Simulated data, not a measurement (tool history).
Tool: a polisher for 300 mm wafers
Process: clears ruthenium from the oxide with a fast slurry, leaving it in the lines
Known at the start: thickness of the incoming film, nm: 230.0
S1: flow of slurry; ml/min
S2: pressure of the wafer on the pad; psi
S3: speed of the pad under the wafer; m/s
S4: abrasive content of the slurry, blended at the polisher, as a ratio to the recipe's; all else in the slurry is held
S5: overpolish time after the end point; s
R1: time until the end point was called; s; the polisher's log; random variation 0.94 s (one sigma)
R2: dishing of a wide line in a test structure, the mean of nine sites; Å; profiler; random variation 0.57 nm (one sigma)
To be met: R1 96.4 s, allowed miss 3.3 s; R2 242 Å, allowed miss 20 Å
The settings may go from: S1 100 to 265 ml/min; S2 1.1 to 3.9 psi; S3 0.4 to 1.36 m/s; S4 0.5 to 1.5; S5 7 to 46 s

run,day,S1,S2,S3,S4,S5,R1,R2
1,0,170,2.5,0.88,1,24,70.596,442.86
2,0.15,170,2.4,0.88,1,22,74.635,415.17
3,0.333,170,2.4,0.72,1,22,88.859,384.89
4,0.679,185,2.4,0.72,1,22,89.835,361.21
5,0.812,190,2.4,0.72,1,21,86.973,347.26
6,1.125,190,2.8,0.72,1,21,77.913,387.78
7,1.404,190,2.8,0.72,1,21,76.902,392.75
8,1.771,175,2.2,0.72,1,10,99.508,185.76
9,1.829,205,2.3,0.7,1,16,94.518,277.85
10,1.871,200,2.3,0.7,1,15,96.297,272.15

Which of these 5 next moves meets every target?
A,1.912,190,2.3,0.68,0.9,11,?,?
B,1.912,215,2.6,0.58,1.05,10,?,?
C,1.912,200,2.4,0.66,1,13,?,?
D,1.912,195,2,0.72,1.05,10,?,?
E,1.912,210,2.4,0.74,0.95,9,?,?

move,R1,R2
A,105.39,192.57
B,96.676,191.14
C,96.112,237.11
D,102.62,181.89
E,88.476,188.52
A: takes the result that was furthest off past its target
B: takes the result that was furthest off past its target
C: meets every target
D: takes the result that was furthest off past its target
E: takes the result that was furthest off past its target
Move C is the one to make.
